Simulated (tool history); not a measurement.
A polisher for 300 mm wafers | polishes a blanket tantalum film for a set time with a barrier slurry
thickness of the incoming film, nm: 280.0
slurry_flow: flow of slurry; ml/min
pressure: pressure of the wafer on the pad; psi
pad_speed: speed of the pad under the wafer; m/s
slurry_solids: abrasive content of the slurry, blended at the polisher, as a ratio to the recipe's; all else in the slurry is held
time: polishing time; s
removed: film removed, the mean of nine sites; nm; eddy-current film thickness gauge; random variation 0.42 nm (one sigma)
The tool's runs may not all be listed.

run 1 hour=0.0 | slurry_flow=170 pressure=1.2 pad_speed=0.92 slurry_solids=1.0 time=109 | removed=97.916
run 2 hour=3.7 | slurry_flow=150 pressure=1.2 pad_speed=0.92 slurry_solids=1.0 time=109 | removed=95.911
run 3 hour=7.7 | slurry_flow=150 pressure=1.2 pad_speed=0.92 slurry_solids=1.1 time=109 | removed=98.799
run 4 hour=13.6 | slurry_flow=150 pressure=1.1 pad_speed=0.92 slurry_solids=1.1 time=109 | removed=91.455
run 5 hour=16.4 | slurry_flow=150 pressure=1.1 pad_speed=0.92 slurry_solids=1.1 time=109 | removed=91.668
run 6 hour=17.2 | slurry_flow=150 pressure=1.1 pad_speed=0.92 slurry_solids=0.9 time=109 | removed=84.795
run 7 hour=17.9 | slurry_flow=145 pressure=1.0 pad_speed=0.92 slurry_solids=0.9 time=109 | removed=76.929
run 8 hour=21.8 | slurry_flow=140 pressure=1.0 pad_speed=0.92 slurry_solids=0.9 time=109 | removed=77.163

Run 9 comes next. What will it give?
run 9 hour=24.7 | slurry_flow=135 pressure=1.0 pad_speed=0.92 slurry_solids=0.9 time=109 | removed=?

removed: 76.239 nm

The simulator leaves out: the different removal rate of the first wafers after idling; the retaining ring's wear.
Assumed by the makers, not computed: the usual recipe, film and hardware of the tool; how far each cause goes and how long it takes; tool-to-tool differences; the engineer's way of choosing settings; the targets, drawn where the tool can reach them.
